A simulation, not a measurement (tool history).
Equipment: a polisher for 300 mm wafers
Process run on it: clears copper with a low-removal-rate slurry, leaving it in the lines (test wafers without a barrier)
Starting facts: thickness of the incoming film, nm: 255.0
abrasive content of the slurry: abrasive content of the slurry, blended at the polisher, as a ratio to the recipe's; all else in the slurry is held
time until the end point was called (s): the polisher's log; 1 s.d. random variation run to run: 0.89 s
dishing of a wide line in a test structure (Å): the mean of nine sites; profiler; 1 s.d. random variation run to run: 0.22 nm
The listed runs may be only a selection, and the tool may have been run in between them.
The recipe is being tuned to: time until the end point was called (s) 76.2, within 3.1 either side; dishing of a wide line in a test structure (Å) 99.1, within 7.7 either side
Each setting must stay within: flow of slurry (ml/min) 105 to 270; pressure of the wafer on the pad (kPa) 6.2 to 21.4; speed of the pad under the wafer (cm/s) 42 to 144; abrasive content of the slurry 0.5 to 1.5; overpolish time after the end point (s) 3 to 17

run  hour  flow of slurry (ml/min)  pressure of the wafer on the pad (kPa)  speed of the pad under the wafer (cm/s)  abrasive content of the slurry  overpolish time after the end point (s)  time until the end point was called (s)  dishing of a wide line in a test structure (Å)
  1     0                      175                                    13.8                                       92                               1                                        9                                   109.78                                          155.23
  2   7.9                      180                                    14.5                                       94                               1                                        8                                   98.718                                          147.97
  3  14.1                      190                                    15.2                                       94                               1                                        7                                   97.564                                          135.46
  4  15.5                      220                                    15.2                                       94                               1                                        7                                   91.462                                          138.24
  5  19.3                      230                                    15.9                                       94                               1                                        6                                   89.211                                          122.83
  6  20.2                      235                                    16.5                                       94                               1                                        5                                    86.06                                          113.16
  7  25.5                      240                                    17.2                                       94                               1                                        5                                   82.149                                           118.1
  8  30.4                      250                                    17.9                                       94                               1                                        3                                    77.98                                          70.029

4 candidate next runs follow, results not yet known. Just one meets every target within its allowed miss. Identify it.
  A  35.3                      230                                    17.2                                      100                            1.25                                        4                                        ?                                               ?
  B  35.3                      235                                    15.9                                      106                             0.7                                        4                                        ?                                               ?
  C  35.3                      265                                    15.9                                      104                             1.2                                        5                                        ?                                               ?
  D  35.3                      270                                    17.9                                      100                            1.25                                        5                                        ?                                               ?

move  time until the end point was called (s)  dishing of a wide line in a test structure (Å)
   A                                   76.214                                          100.59
   B                                   84.048                                          91.402
   C                                   78.886                                          120.42
   D                                   72.153                                          131.46
A: in spec on every target
B: corrects the largest miss of the last run, while another result sits out of spec
C: takes the biggest miss from the last run beyond its target
D: takes the biggest miss from the last run beyond its target
The right move is A.
